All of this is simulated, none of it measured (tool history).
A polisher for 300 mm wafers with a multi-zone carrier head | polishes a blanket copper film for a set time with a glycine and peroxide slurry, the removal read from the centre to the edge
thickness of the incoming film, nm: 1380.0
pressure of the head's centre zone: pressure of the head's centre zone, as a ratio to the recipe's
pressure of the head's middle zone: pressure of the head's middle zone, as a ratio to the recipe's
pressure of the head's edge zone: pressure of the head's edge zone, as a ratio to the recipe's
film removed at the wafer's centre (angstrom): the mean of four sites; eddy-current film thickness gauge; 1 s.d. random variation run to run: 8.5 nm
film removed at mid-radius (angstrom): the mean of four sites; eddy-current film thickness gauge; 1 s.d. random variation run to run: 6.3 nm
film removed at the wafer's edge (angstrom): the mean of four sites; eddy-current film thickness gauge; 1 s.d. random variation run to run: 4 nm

run	hour	flow of slurry (ml/min)	pressure of the head's centre zone	pressure of the head's middle zone	pressure of the head's edge zone	polishing time (s)	film removed at the wafer's centre (angstrom)	film removed at mid-radius (angstrom)	film removed at the wafer's edge (angstrom)
1	0.0	205	1.00	1.00	1.00	63	3589.7	3749.9	3623.5
2	2.6	215	1.04	0.98	1.04	68	4035.3	4049.7	4096.8
3	7.9	225	1.07	0.96	1.04	72	4501.0	3988.6	4287.7
4	15.8	230	1.10	0.97	1.07	75	4917.2	4420.2	4546.3
5	24.5	185	1.10	0.97	1.07	75	4632.3	4163.0	4412.6
6	26.4	185	1.10	0.97	1.10	75	4583.6	4182.5	4523.9
7	28.6	200	1.12	0.97	1.12	77	4937.2	4303.2	4704.4
8	30.6	215	1.13	0.97	1.14	79	5058.3	4505.1	4891.7
9	37.8	220	1.14	0.96	1.15	81	5388.7	4591.7	5017.2
10	43.9	225	1.14	0.95	1.16	83	5534.1	4696.3	5247.5
11	52.2	235	1.15	0.95	1.17	84	5758.8	4741.3	5352.0

Run 12 comes next. What will it give?
12	55.0	240	1.15	0.95	1.17	85	?	?	?

{"run 12": {"film removed at the wafer's centre (angstrom)": 5729.3, "film removed at mid-radius (angstrom)": 4844.2, "film removed at the wafer's edge (angstrom)": 5348.8}}

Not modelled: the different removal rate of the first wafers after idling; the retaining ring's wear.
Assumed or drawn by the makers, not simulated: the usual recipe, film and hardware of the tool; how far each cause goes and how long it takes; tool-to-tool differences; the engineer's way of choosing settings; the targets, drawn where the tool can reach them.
